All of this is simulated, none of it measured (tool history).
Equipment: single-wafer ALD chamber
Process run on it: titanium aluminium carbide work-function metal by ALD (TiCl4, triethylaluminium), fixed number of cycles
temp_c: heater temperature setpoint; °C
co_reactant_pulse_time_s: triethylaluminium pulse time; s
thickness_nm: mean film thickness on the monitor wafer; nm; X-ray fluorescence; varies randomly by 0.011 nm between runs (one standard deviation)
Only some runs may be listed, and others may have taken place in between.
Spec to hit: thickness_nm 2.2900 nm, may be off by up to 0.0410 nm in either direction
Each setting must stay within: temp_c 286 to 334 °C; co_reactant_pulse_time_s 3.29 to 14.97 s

run,day,temp_c,co_reactant_pulse_time_s,thickness_nm
1,0.000,310,9.13,2.0720
2,0.367,310,7.96,2.0491
3,0.654,305,7.96,2.0309
4,0.875,305,9.02,2.0263
5,0.925,305,7.49,2.0082
6,1.288,309,8.02,2.0557
7,1.521,321,10.59,2.1857
8,1.808,322,10.76,2.2147
9,2.054,323,10.86,2.1970

Which single option among these 5 for the next run brings every result within its allowed miss of target? Just one does.
A,2.300,323,11.53,?
B,2.300,324,9.60,?
C,2.300,334,10.59,?
D,2.300,323,10.30,?
E,2.300,320,11.04,?

move,thickness_nm
A,2.2031
B,2.1818
C,2.2762
D,2.1859
E,2.1734
A: nearer the targets than the last run, but a result is still out of spec
B: further off than the last run
C: each result inside its tolerance
D: further off than the last run
E: further off than the last run
C is the move that brings every result within its allowed miss.
